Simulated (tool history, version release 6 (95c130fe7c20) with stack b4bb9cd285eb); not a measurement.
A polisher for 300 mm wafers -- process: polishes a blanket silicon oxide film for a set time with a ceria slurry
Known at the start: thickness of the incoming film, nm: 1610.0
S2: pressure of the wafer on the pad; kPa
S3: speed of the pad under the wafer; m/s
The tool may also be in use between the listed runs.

run 1 hour=0 | flow_of_slurry_(ml/min)=250 S2=18.6 S3=0.98 polishing_time_(s)=110 | film_removed_(Å)=4208.7
run 2 hour=3.5 | flow_of_slurry_(ml/min)=250 S2=22.8 S3=0.98 polishing_time_(s)=110 | film_removed_(Å)=5128.6
run 3 hour=5.9 | flow_of_slurry_(ml/min)=250 S2=22.8 S3=1.2 polishing_time_(s)=110 | film_removed_(Å)=6041
run 4 hour=12.4 | flow_of_slurry_(ml/min)=250 S2=22.8 S3=1.2 polishing_time_(s)=115 | film_removed_(Å)=6561.3
run 5 hour=17.8 | flow_of_slurry_(ml/min)=250 S2=22.8 S3=1.38 polishing_time_(s)=115 | film_removed_(Å)=7350.7
run 6 hour=25 | flow_of_slurry_(ml/min)=250 S2=18.6 S3=1.38 polishing_time_(s)=115 | film_removed_(Å)=6085.8
run 7 hour=31.3 | flow_of_slurry_(ml/min)=250 S2=17.2 S3=1.34 polishing_time_(s)=115 | film_removed_(Å)=5404.2
run 8 hour=32.3 | flow_of_slurry_(ml/min)=250 S2=16.5 S3=1.3 polishing_time_(s)=115 | film_removed_(Å)=5156.6

Expected results for the next run?
run 9 hour=40.4 | flow_of_slurry_(ml/min)=245 S2=11.7 S3=1.02 polishing_time_(s)=114 | film_removed_(Å)=?

film removed (Å): 2927.5
